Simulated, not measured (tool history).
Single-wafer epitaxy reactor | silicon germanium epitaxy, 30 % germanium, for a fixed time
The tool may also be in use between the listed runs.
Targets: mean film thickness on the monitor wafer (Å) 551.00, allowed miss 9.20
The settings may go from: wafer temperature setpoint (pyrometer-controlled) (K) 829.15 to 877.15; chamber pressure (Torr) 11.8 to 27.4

run,hour,wafer temperature setpoint (pyrometer-controlled) (K),chamber pressure (Torr),mean film thickness on the monitor wafer (Å)
1,0.0,853.15,19.6,400.11
2,3.4,857.15,19.7,429.31
3,6.6,846.15,19.7,346.77
4,15.3,840.15,19.7,306.89
5,17.9,847.15,19.8,351.91
6,21.4,852.15,19.9,391.47
7,23.5,864.15,20.2,503.11
8,28.7,865.15,20.2,514.03
# hour 33.5: capacitance manometer re-zeroed and calibrated
9,33.5,866.15,20.2,536.25

5 next moves are on the table. One of them brings every result within its allowed miss. Which?
A,38.3,862.15,23.0,?
B,38.3,870.15,17.8,?
C,38.3,869.15,20.7,?
D,38.3,865.15,19.6,?
E,38.3,871.15,14.3,?

move,mean film thickness on the monitor wafer (Å)
A,512.15
B,547.18
C,566.79
D,512.94
E,516.00
A: further off than the last run
B: meets every target
C: takes the result that was furthest off past its target
D: further off than the last run
E: further off than the last run
Move B is the one to make.
